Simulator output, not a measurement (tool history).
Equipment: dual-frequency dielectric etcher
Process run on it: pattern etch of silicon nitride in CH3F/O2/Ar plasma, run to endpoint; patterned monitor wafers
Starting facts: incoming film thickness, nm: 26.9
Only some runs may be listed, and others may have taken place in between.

run	hour	source power (W)	bias power (W)	endpoint time (s)
1	0	360	59	47.35
2	1.4	360	67	46.186
3	8.5	360	77	44.172
4	17.5	340	74	45.274
5	22.6	340	70	46.593
6	24.6	330	68	48.283

The next listed run, before its measurement:
7	27.9	320	68	?

{"run 7": {"endpoint time (s)": 48.1}}
